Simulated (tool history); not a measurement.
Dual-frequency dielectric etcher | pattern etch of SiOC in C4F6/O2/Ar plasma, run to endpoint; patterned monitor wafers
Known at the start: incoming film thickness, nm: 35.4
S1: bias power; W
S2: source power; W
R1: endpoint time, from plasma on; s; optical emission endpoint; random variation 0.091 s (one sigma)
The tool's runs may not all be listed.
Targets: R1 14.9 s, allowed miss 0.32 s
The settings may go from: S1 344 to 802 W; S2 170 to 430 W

run 1 hour=0 | S1=573 S2=300 | R1=13.403
run 2 hour=2.1 | S1=573 S2=270 | R1=14.213
run 3 hour=7.2 | S1=612 S2=270 | R1=13.845
run 4 hour=10.5 | S1=590 S2=270 | R1=13.956
run 5 hour=12.4 | S1=571 S2=270 | R1=14.292
run 6 hour=17.6 | S1=561 S2=270 | R1=14.138
run 7 hour=26 | S1=544 S2=270 | R1=14.28
run 8 hour=29.4 | S1=530 S2=270 | R1=14.406

Which of these 4 next moves meets every target?
run A hour=32.8 | S1=496 S2=260 | R1=?
run B hour=32.8 | S1=403 S2=270 | R1=?
run C hour=32.8 | S1=619 S2=200 | R1=?
run D hour=32.8 | S1=641 S2=250 | R1=?

move=A R1=15.06
move=B R1=15.602
move=C R1=15.913
move=D R1=14.278
A: meets every target
B: takes the result that was furthest off past its target
C: takes the result that was furthest off past its target
D: further off than the last run
The right move is A.
